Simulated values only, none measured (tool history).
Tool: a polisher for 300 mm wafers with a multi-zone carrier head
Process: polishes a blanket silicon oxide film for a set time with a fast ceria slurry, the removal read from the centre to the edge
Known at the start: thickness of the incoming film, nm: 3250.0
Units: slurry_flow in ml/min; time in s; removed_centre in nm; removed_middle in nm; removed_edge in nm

run  hour  slurry_flow  centre_zone  middle_zone  edge_zone  time  removed_centre  removed_middle  removed_edge
  1     0          220            1            1          1    68            1143          1176.3          1237
  2   7.5          225         1.02            1       1.01    70          1221.4          1215.3        1284.9
  3  10.1          230         1.04         1.01       1.02    72          1327.5          1247.4        1321.1
  4  16.2          230         1.04         1.02       1.03    74          1336.5          1339.4        1364.8
  5    25          185         1.04         1.02       1.03    74          1261.3          1270.3        1337.1
  6  29.6          185         1.04         1.02       1.08    74            1293          1250.4        1364.5
  7  36.3          195         1.05         1.02       1.09    75          1326.7          1286.9        1388.1
  8  38.8          200         1.06         1.02        1.1    76          1363.9          1330.7        1454.2
     41.7  -- slurry nozzle cleaned
  9  41.7          210         1.08         1.02        1.1    77          1484.5          1436.3        1546.7
 10  48.6          220         1.09         1.01       1.08    77          1526.3          1444.7        1518.2
 11  52.2          230          1.1            1       1.08    77          1568.4          1403.4        1514.3
 12  55.2          240         1.11            1       1.09    77          1600.9          1495.5        1543.4

Run 13 comes next. What will it give?
 13  56.7          240         1.11            1       1.09    77               ?               ?             ?

{"run 13": {"removed_centre": 1556.8, "removed_middle": 1438.9, "removed_edge": 1540.1}}
